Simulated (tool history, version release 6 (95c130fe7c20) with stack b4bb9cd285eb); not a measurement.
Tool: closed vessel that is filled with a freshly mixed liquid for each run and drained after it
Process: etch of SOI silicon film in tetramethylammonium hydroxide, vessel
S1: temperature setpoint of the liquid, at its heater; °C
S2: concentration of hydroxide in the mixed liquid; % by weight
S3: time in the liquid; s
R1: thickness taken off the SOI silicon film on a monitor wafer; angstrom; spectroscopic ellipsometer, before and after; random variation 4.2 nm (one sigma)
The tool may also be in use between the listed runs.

| run | hour | S1 | S2 | S3 | R1 |
|---|---|---|---|---|---|
| 1 | 0.0 | 72.0 | 10.0 | 30 | 2348.2 |
| 2 | 8.8 | 66.5 | 10.0 | 30 | 1699.9 |
| 3 | 14.4 | 71.5 | 10.0 | 30 | 2274.8 |
| 4 | 22.5 | 71.5 | 9.0 | 30 | 2321.9 |
| 5 | 29.7 | 71.5 | 10.5 | 30 | 2256.9 |
| 6 | 34.6 | 75.0 | 10.5 | 30 | 2754.3 |

Forecast run 7:
| 7 | 41.0 | 77.5 | 10.5 | 30 | ? |

R1: 3143.1 angstrom
